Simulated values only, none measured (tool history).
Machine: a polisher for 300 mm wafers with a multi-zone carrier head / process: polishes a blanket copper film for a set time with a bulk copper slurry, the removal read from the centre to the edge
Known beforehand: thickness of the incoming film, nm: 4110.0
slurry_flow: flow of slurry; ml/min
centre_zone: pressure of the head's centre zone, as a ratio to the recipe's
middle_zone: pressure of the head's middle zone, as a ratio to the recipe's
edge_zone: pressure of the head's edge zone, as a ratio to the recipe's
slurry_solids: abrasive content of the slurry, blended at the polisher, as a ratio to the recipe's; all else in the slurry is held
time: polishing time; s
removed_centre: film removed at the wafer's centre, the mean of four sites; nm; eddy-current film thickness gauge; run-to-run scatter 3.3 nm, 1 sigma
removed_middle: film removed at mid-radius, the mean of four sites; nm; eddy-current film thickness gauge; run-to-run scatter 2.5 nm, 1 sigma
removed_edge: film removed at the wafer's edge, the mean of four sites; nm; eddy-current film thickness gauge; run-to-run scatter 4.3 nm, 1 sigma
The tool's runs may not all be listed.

run  hour  slurry_flow  centre_zone  middle_zone  edge_zone  slurry_solids  time  removed_centre  removed_middle  removed_edge
  1   0.0          290         1.00         1.00       1.00           1.00    72          481.90          490.79        483.31
  2   4.3          300         1.01         1.00       0.95           0.85    66          443.09          441.06        422.31
  3  10.0          300         1.01         1.00       0.95           0.85    80          534.49          534.57        515.57
  4  15.7          300         1.01         1.00       1.03           0.85    80          530.71          545.82        535.64
  5  21.1          310         1.01         1.01       0.97           0.75    71          470.56          473.06        439.89
  6  21.8          310         0.94         1.01       0.97           0.75    71          425.79          471.67        445.24
  7  24.4          325         1.02         0.98       0.87           0.50    51          318.42          317.52        297.37

Run 8 comes next. What will it give?
  8  25.5          325         1.02         0.98       0.87           0.50    51               ?               ?             ?

Run 8 produced removed_centre 317.58 nm, removed_middle 313.39 nm, removed_edge 291.06 nm.
